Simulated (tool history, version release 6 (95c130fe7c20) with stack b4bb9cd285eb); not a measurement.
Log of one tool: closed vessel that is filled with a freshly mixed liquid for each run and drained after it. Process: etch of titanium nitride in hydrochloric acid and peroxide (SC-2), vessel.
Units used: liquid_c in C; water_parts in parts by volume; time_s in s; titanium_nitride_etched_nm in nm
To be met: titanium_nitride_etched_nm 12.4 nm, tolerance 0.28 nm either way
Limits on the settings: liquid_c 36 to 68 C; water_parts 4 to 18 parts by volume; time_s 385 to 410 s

Run 1, hour 0: liquid_c 52 C, water_parts 10 parts by volume, time_s 385 s. Result: titanium_nitride_etched_nm 6.6822 nm.
Run 2, hour 3.8: liquid_c 47 C, water_parts 10 parts by volume, time_s 385 s. Result: titanium_nitride_etched_nm 4.8087 nm.
Run 3, hour 5.7: liquid_c 47 C, water_parts 10 parts by volume, time_s 385 s. Result: titanium_nitride_etched_nm 4.7548 nm.
Run 4, hour 10.3: liquid_c 50 C, water_parts 10 parts by volume, time_s 385 s. Result: titanium_nitride_etched_nm 5.8833 nm.
Run 5, hour 17.1: liquid_c 50 C, water_parts 10 parts by volume, time_s 410 s. Result: titanium_nitride_etched_nm 6.2439 nm.
Run 6, hour 20.1: liquid_c 52 C, water_parts 10 parts by volume, time_s 410 s. Result: titanium_nitride_etched_nm 7.1362 nm.
Run 7, hour 22.6: liquid_c 54 C, water_parts 10 parts by volume, time_s 410 s. Result: titanium_nitride_etched_nm 8.0993 nm.
Run 8, hour 30.5: liquid_c 55.5 C, water_parts 10 parts by volume, time_s 410 s. Result: titanium_nitride_etched_nm 8.8248 nm.
Run 9, hour 32.7: liquid_c 62 C, water_parts 10 parts by volume, time_s 410 s. Result: titanium_nitride_etched_nm 13.402 nm.

4 candidate next runs follow, results not yet known. Just one meets every target within its allowed miss. Identify it.
Run A, hour 34.9: liquid_c 61.5 C, water_parts 8 parts by volume, time_s 385 s. Result: titanium_nitride_etched_nm ?.
Run B, hour 34.9: liquid_c 61.5 C, water_parts 9 parts by volume, time_s 410 s. Result: titanium_nitride_etched_nm ?.
Run C, hour 34.9: liquid_c 65.5 C, water_parts 11.5 parts by volume, time_s 385 s. Result: titanium_nitride_etched_nm ?.
Run D, hour 34.9: liquid_c 61.5 C, water_parts 10 parts by volume, time_s 390 s. Result: titanium_nitride_etched_nm ?.

move  titanium_nitride_etched_nm
   A                      14.659
   B                      14.192
   C                      13.884
   D                      12.375
A: further off than the last run
B: further off than the last run
C: further off than the last run
D: hits every target within its allowed miss
Answer: D
